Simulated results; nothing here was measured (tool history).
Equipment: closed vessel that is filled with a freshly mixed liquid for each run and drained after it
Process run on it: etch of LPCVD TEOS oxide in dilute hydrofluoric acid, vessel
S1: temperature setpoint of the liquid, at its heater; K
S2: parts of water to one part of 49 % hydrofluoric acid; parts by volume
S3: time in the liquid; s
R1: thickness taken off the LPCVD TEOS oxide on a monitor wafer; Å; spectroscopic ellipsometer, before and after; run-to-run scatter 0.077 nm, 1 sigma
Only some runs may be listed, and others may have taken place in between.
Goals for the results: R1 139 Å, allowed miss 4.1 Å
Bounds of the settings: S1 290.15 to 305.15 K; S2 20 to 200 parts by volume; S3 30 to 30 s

run 1 hour=0 | S1=297.15 S2=110 S3=30 | R1=43.252
run 2 hour=8.8 | S1=297.15 S2=80 S3=30 | R1=61.747
run 3 hour=15.1 | S1=297.15 S2=100 S3=30 | R1=48.934
run 4 hour=23.5 | S1=299.15 S2=80 S3=30 | R1=66.927
run 5 hour=27.3 | S1=301.15 S2=80 S3=30 | R1=72.774
run 6 hour=36.1 | S1=302.15 S2=65 S3=30 | R1=94.596
run 7 hour=42.6 | S1=303.15 S2=60 S3=30 | R1=108.28
run 8 hour=43.6 | S1=303.65 S2=55 S3=30 | R1=120.72
run 9 hour=44.5 | S1=304.15 S2=55 S3=30 | R1=123.5
run 10 hour=46.8 | S1=304.65 S2=55 S3=30 | R1=126.12

Of the 5 settings listed for the next run, only one would bring every result within its allowed miss of target. Which one?
run A hour=49.1 | S1=302.65 S2=50 S3=30 | R1=?
run B hour=49.1 | S1=301.65 S2=45 S3=30 | R1=?
run C hour=49.1 | S1=303.65 S2=55 S3=30 | R1=?
run D hour=49.1 | S1=301.15 S2=50 S3=30 | R1=?
run E hour=49.1 | S1=305.15 S2=65 S3=30 | R1=?

move=A R1=129.44
move=B R1=139.28
move=C R1=121.44
move=D R1=121.97
move=E R1=107.17
A: nearer than the last run, and not there yet
B: all results land within tolerance of their targets
C: the biggest miss grows against the last run
D: the biggest miss grows against the last run
E: the biggest miss grows against the last run
So the answer is move B, the one that meets all the targets.

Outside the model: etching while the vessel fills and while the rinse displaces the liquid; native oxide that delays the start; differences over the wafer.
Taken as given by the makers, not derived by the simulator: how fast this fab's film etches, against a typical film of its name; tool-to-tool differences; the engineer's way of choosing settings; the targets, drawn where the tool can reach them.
